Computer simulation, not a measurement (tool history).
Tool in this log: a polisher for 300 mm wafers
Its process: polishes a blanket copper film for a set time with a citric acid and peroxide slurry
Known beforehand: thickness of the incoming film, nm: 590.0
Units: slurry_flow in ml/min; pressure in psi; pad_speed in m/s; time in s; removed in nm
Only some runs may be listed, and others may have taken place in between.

run  hour  slurry_flow  pressure  pad_speed  slurry_solids  time  removed
  1     0          120       3.2       1.22              1    40   139.79
  2   0.8          110         3       1.22              1    40   132.28
  3   6.2           85         3       1.22              1    40   127.13
  4  15.1           85         3       1.22            1.1    40   129.07
  5    22           85       2.8       1.22            1.1    40   122.81
  6  25.4           85       3.1       1.22            1.1    40   131.99
  7  31.1           85       2.9       1.22            1.1    40   125.92
  8    33           75         2       1.22            1.1    40   88.104

The next listed run, before its measurement:
  9    40          105       2.1       1.22            1.1    40        ?

removed: 99.126 nm
